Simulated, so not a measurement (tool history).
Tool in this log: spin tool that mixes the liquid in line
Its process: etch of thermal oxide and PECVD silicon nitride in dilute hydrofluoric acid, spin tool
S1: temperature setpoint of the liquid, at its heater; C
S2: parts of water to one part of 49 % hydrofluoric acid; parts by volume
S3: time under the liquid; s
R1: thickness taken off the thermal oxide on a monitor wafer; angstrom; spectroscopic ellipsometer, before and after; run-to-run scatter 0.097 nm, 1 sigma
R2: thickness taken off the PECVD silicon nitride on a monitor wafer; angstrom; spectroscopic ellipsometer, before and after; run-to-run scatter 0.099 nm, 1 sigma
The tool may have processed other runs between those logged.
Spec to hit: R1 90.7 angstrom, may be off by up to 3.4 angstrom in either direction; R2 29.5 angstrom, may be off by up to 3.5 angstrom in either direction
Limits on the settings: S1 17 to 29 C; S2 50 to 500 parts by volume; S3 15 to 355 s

run,hour,S1,S2,S3,R1,R2
1,0,21,275,180,24.376,10.595
2,3.2,21,250,185,27.849,12.521
3,7.8,19,250,185,26.612,10.682
4,15.1,19,225,190,30.917,12.291
5,23.5,19,205,195,35.26,13.888
6,27.1,19,205,165,29.746,11.602
7,32.4,19,185,175,35.722,13.806
8,39.5,19,170,180,41.079,15.236
9,43.8,19,155,180,44.168,17.09
10,48.1,19,145,185,50.448,18.059
11,52.9,19.5,135,185,54.902,20.472
12,54.9,18.5,50,210,179.85,53.792
13,59.6,18.5,60,210,144.45,43.276
14,62.7,18.5,65,210,135.33,41.958
15,71,18.5,70,210,121.4,38.969
16,74,17,125,210,62.161,20.042
17,75.2,17.5,125,210,62.785,22.368
18,76.8,18,125,210,64.477,21.752
19,80.3,19,120,210,70.937,24.878
20,87.3,19,115,210,73.446,25.931
21,95.4,19,110,205,75.282,26.822
22,97.3,19,105,205,80.137,27.416
23,100.4,19,95,200,85.553,29.487
24,103.9,18.5,85,200,98.685,30.737

Exercise: of the 5 proposed moves below, exactly one satisfies all targets within the stated allowed misses. Which move is it?
A,107.4,17.5,65,155,?,?
B,107.4,21.5,155,335,?,?
C,107.4,28,220,350,?,?
D,107.4,26.5,190,320,?,?
E,107.4,17,115,285,?,?

move,R1,R2
A,95.804,29.685
B,92.76,36.135
C,80.781,40.186
D,83.926,38.845
E,92.439,30.315
A: nearer than the last run, and not there yet
B: the furthest-off result lands on target, but another misses its tolerance
C: moves the result that the last run missed by most past its target, out the other side
D: moves the result that the last run missed by most past its target, out the other side
E: all results land within tolerance of their targets
Move E is the one to make.

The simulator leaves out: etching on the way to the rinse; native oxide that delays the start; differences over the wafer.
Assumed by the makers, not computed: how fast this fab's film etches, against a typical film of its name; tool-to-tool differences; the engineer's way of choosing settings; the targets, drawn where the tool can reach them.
